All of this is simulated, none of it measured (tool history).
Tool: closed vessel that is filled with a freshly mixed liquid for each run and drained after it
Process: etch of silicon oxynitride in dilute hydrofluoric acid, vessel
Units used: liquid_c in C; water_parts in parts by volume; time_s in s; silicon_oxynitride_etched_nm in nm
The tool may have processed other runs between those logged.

{"run": 1, "day": 0.0, "liquid_c": 20, "water_parts": 70, "time_s": 290, "silicon_oxynitride_etched_nm": 7.2837}
{"run": 2, "day": 0.179, "liquid_c": 20, "water_parts": 70, "time_s": 290, "silicon_oxynitride_etched_nm": 7.3455}
{"run": 3, "day": 0.546, "liquid_c": 20, "water_parts": 90, "time_s": 290, "silicon_oxynitride_etched_nm": 5.6005}
{"run": 4, "day": 0.783, "liquid_c": 21, "water_parts": 90, "time_s": 290, "silicon_oxynitride_etched_nm": 5.974}
{"run": 5, "day": 1.142, "liquid_c": 21.5, "water_parts": 90, "time_s": 290, "silicon_oxynitride_etched_nm": 6.0624}
{"run": 6, "day": 1.5, "liquid_c": 22, "water_parts": 90, "time_s": 290, "silicon_oxynitride_etched_nm": 6.1577}
{"run": 7, "day": 1.829, "liquid_c": 22.5, "water_parts": 90, "time_s": 290, "silicon_oxynitride_etched_nm": 6.2559}

Run 8 comes next. What will it give?
{"run": 8, "day": 2.05, "liquid_c": 23, "water_parts": 85, "time_s": 290, "silicon_oxynitride_etched_nm": "?"}

silicon_oxynitride_etched_nm: 6.9635 nm
